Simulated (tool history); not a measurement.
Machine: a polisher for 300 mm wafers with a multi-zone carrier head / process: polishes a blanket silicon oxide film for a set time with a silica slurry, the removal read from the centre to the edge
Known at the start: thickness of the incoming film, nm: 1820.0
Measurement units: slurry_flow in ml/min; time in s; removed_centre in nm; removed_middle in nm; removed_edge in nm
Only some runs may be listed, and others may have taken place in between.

Run 1, hour 0.0: slurry_flow 165 ml/min, centre_zone 1.00, middle_zone 1.00, edge_zone 1.00, slurry_solids 1.00, time 41 s. Result: removed_centre 79.157 nm, removed_middle 84.172 nm, removed_edge 79.191 nm.
Run 2, hour 7.4: slurry_flow 165 ml/min, centre_zone 0.99, middle_zone 0.99, edge_zone 1.03, slurry_solids 1.10, time 42 s. Result: removed_centre 84.257 nm, removed_middle 88.540 nm, removed_edge 85.262 nm.
Run 3, hour 13.5: slurry_flow 165 ml/min, centre_zone 0.97, middle_zone 0.98, edge_zone 1.06, slurry_solids 1.20, time 43 s. Result: removed_centre 93.338 nm, removed_middle 93.676 nm, removed_edge 93.381 nm.
Run 4, hour 18.5: slurry_flow 170 ml/min, centre_zone 0.94, middle_zone 0.99, edge_zone 1.09, slurry_solids 1.25, time 43 s. Result: removed_centre 91.977 nm, removed_middle 98.716 nm, removed_edge 96.848 nm.
Run 5, hour 26.1: slurry_flow 190 ml/min, centre_zone 0.94, middle_zone 0.99, edge_zone 1.09, slurry_solids 1.25, time 43 s. Result: removed_centre 92.500 nm, removed_middle 99.386 nm, removed_edge 99.269 nm.
Run 6, hour 33.6: slurry_flow 200 ml/min, centre_zone 0.94, middle_zone 0.99, edge_zone 1.11, slurry_solids 1.30, time 43 s. Result: removed_centre 95.230 nm, removed_middle 99.739 nm, removed_edge 101.620 nm.
Run 7, hour 37.0: slurry_flow 200 ml/min, centre_zone 0.93, middle_zone 0.99, edge_zone 1.12, slurry_solids 1.35, time 43 s. Result: removed_centre 95.130 nm, removed_middle 102.220 nm, removed_edge 103.330 nm.
Run 8, hour 43.2: slurry_flow 200 ml/min, centre_zone 0.93, middle_zone 0.99, edge_zone 1.13, slurry_solids 1.40, time 43 s. Result: removed_centre 96.855 nm, removed_middle 104.770 nm, removed_edge 104.990 nm.
Run 9, hour 45.1: slurry_flow 205 ml/min, centre_zone 0.93, middle_zone 0.98, edge_zone 1.14, slurry_solids 1.40, time 43 s. Result: removed_centre 96.842 nm, removed_middle 104.340 nm, removed_edge 103.470 nm.
Run 10, hour 51.3: slurry_flow 210 ml/min, centre_zone 0.92, middle_zone 0.96, edge_zone 1.15, slurry_solids 1.40, time 44 s. Result: removed_centre 99.428 nm, removed_middle 107.170 nm, removed_edge 107.530 nm.
Run 11, hour 60.3: slurry_flow 220 ml/min, centre_zone 0.91, middle_zone 0.94, edge_zone 1.16, slurry_solids 1.40, time 44 s. Result: removed_centre 99.506 nm, removed_middle 105.830 nm, removed_edge 110.620 nm.
Run 12, hour 64.4: slurry_flow 225 ml/min, centre_zone 0.91, middle_zone 0.94, edge_zone 1.16, slurry_solids 1.40, time 44 s. Result: removed_centre 100.480 nm, removed_middle 108.210 nm, removed_edge 110.560 nm.
Run 13, hour 68.6: slurry_flow 225 ml/min, centre_zone 0.91, middle_zone 0.93, edge_zone 1.17, slurry_solids 1.40, time 44 s. Result: removed_centre 100.090 nm, removed_middle 104.750 nm, removed_edge 111.430 nm.

Estimate the outcome of run 14 from the log above:
Run 14, hour 76.7: slurry_flow 230 ml/min, centre_zone 0.90, middle_zone 0.93, edge_zone 1.18, slurry_solids 1.45, time 44 s. Result: removed_centre ?, removed_middle ?, removed_edge ?.

{"run 14": {"removed_centre": 99.248, "removed_middle": 106.16, "removed_edge": 109.86}}
